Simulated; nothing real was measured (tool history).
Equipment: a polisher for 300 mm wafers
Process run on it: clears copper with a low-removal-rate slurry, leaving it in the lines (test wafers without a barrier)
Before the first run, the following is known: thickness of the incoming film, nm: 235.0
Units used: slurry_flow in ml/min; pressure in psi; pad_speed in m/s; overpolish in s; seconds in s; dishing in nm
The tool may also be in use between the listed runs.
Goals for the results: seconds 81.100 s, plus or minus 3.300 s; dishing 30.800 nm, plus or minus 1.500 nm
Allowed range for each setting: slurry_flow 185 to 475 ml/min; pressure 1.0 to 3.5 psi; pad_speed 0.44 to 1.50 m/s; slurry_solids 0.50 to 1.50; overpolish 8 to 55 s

{"run": 1, "hour": 0.0, "slurry_flow": 305, "pressure": 2.2, "pad_speed": 0.96, "slurry_solids": 1.0, "overpolish": 28, "seconds": 108.88, "dishing": 35.666}
{"run": 2, "hour": 8.7, "slurry_flow": 305, "pressure": 2.4, "pad_speed": 0.96, "slurry_solids": 1.0, "overpolish": 24, "seconds": 101.09, "dishing": 34.339}
{"run": 3, "hour": 13.8, "slurry_flow": 305, "pressure": 2.4, "pad_speed": 0.96, "slurry_solids": 1.0, "overpolish": 28, "seconds": 100.54, "dishing": 38.899}
{"run": 4, "hour": 18.7, "slurry_flow": 305, "pressure": 2.4, "pad_speed": 0.96, "slurry_solids": 1.0, "overpolish": 36, "seconds": 98.177, "dishing": 48.107}
{"run": 5, "hour": 23.9, "slurry_flow": 305, "pressure": 2.5, "pad_speed": 0.96, "slurry_solids": 1.0, "overpolish": 29, "seconds": 97.082, "dishing": 42.342}
{"run": 6, "hour": 28.3, "slurry_flow": 305, "pressure": 2.5, "pad_speed": 0.86, "slurry_solids": 1.0, "overpolish": 29, "seconds": 107.96, "dishing": 37.493}
{"run": 7, "hour": 36.9, "slurry_flow": 310, "pressure": 2.7, "pad_speed": 0.88, "slurry_solids": 1.0, "overpolish": 23, "seconds": 99.581, "dishing": 34.419}
{"run": 8, "hour": 40.8, "slurry_flow": 310, "pressure": 2.9, "pad_speed": 0.88, "slurry_solids": 1.0, "overpolish": 20, "seconds": 93.707, "dishing": 32.518}
{"run": 9, "hour": 44.7, "slurry_flow": 310, "pressure": 3.0, "pad_speed": 0.88, "slurry_solids": 1.0, "overpolish": 18, "seconds": 90.654, "dishing": 29.233}
{"run": 10, "hour": 47.8, "slurry_flow": 310, "pressure": 3.1, "pad_speed": 0.88, "slurry_solids": 1.0, "overpolish": 18, "seconds": 87.64, "dishing": 31.361}

Of the 5 settings listed for the next run, only one would bring every result within its allowed miss of target. Which one?
{"run": "A", "hour": 50.9, "slurry_flow": 385, "pressure": 3.1, "pad_speed": 0.92, "slurry_solids": 0.7, "overpolish": 18, "seconds": "?", "dishing": "?"}
{"run": "B", "hour": 50.9, "slurry_flow": 305, "pressure": 3.3, "pad_speed": 0.96, "slurry_solids": 0.75, "overpolish": 17, "seconds": "?", "dishing": "?"}
{"run": "C", "hour": 50.9, "slurry_flow": 345, "pressure": 3.5, "pad_speed": 0.7, "slurry_solids": 1.0, "overpolish": 21, "seconds": "?", "dishing": "?"}
{"run": "D", "hour": 50.9, "slurry_flow": 280, "pressure": 2.5, "pad_speed": 0.92, "slurry_solids": 1.1, "overpolish": 20, "seconds": "?", "dishing": "?"}
{"run": "E", "hour": 50.9, "slurry_flow": 325, "pressure": 2.7, "pad_speed": 0.86, "slurry_solids": 1.1, "overpolish": 21, "seconds": "?", "dishing": "?"}

move=A seconds=89.503 dishing=29.737
move=B seconds=81.531 dishing=30.770
move=C seconds=97.105 dishing=31.843
move=D seconds=100.620 dishing=29.174
move=E seconds=98.892 dishing=31.008
A: the biggest miss grows against the last run
B: all results land within tolerance of their targets
C: the biggest miss grows against the last run
D: the biggest miss grows against the last run
E: the biggest miss grows against the last run
So the answer is move B, the one that meets all the targets.
